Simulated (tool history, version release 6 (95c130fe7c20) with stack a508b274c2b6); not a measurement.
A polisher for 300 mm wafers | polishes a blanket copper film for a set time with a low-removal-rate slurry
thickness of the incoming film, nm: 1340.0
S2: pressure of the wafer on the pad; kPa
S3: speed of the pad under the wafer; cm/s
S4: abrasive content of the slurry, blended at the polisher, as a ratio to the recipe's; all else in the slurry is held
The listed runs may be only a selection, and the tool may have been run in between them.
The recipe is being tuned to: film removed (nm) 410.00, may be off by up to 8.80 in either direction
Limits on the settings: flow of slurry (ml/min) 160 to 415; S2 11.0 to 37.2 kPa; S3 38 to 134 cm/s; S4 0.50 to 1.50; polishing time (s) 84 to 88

{"run": 1, "day": 0.0, "flow of slurry (ml/min)": 265, "S2": 24.1, "S3": 86, "S4": 1.0, "polishing time (s)": 84, "film removed (nm)": 310.08}
{"run": 2, "day": 0.317, "flow of slurry (ml/min)": 265, "S2": 24.1, "S3": 86, "S4": 0.85, "polishing time (s)": 84, "film removed (nm)": 300.2}
{"run": 3, "day": 0.646, "flow of slurry (ml/min)": 240, "S2": 24.1, "S3": 86, "S4": 0.85, "polishing time (s)": 84, "film removed (nm)": 293.16}
{"run": 4, "day": 0.979, "flow of slurry (ml/min)": 240, "S2": 24.1, "S3": 86, "S4": 0.95, "polishing time (s)": 84, "film removed (nm)": 304.21}
{"run": 5, "day": 1.267, "flow of slurry (ml/min)": 250, "S2": 26.2, "S3": 86, "S4": 0.95, "polishing time (s)": 84, "film removed (nm)": 330.82}
{"run": 6, "day": 1.571, "flow of slurry (ml/min)": 250, "S2": 26.2, "S3": 66, "S4": 0.95, "polishing time (s)": 84, "film removed (nm)": 252.1}
{"run": 7, "day": 1.775, "flow of slurry (ml/min)": 270, "S2": 29.6, "S3": 66, "S4": 0.95, "polishing time (s)": 84, "film removed (nm)": 288.66}
{"run": 8, "day": 1.862, "flow of slurry (ml/min)": 275, "S2": 31.7, "S3": 68, "S4": 0.95, "polishing time (s)": 84, "film removed (nm)": 322.29}
{"run": 9, "day": 2.058, "flow of slurry (ml/min)": 280, "S2": 33.1, "S3": 68, "S4": 0.95, "polishing time (s)": 84, "film removed (nm)": 332.81}
{"run": 10, "day": 2.096, "flow of slurry (ml/min)": 285, "S2": 34.5, "S3": 70, "S4": 0.95, "polishing time (s)": 84, "film removed (nm)": 356.05}

Exercise: of the 5 proposed moves below, exactly one satisfies all targets within the stated allowed misses. Which move is it?
{"run": "A", "day": 2.133, "flow of slurry (ml/min)": 210, "S2": 36.5, "S3": 64, "S4": 0.8, "polishing time (s)": 84, "film removed (nm)": "?"}
{"run": "B", "day": 2.133, "flow of slurry (ml/min)": 330, "S2": 37.2, "S3": 66, "S4": 1.2, "polishing time (s)": 88, "film removed (nm)": "?"}
{"run": "C", "day": 2.133, "flow of slurry (ml/min)": 335, "S2": 35.9, "S3": 72, "S4": 0.9, "polishing time (s)": 85, "film removed (nm)": "?"}
{"run": "D", "day": 2.133, "flow of slurry (ml/min)": 355, "S2": 29.6, "S3": 74, "S4": 0.85, "polishing time (s)": 85, "film removed (nm)": "?"}
{"run": "E", "day": 2.133, "flow of slurry (ml/min)": 315, "S2": 35.2, "S3": 86, "S4": 0.85, "polishing time (s)": 88, "film removed (nm)": "?"}

move=A film_removed_(nm)=321.39
move=B film_removed_(nm)=407.39
move=C film_removed_(nm)=386.81
move=D film_removed_(nm)=327.19
move=E film_removed_(nm)=458.17
A: further off than the last run
B: every result lands within tolerance
C: better than the last run, though not everything is in spec
D: further off than the last run
E: the result that was furthest off in the last run now lies on the other side of its target
Move B is the one to make.
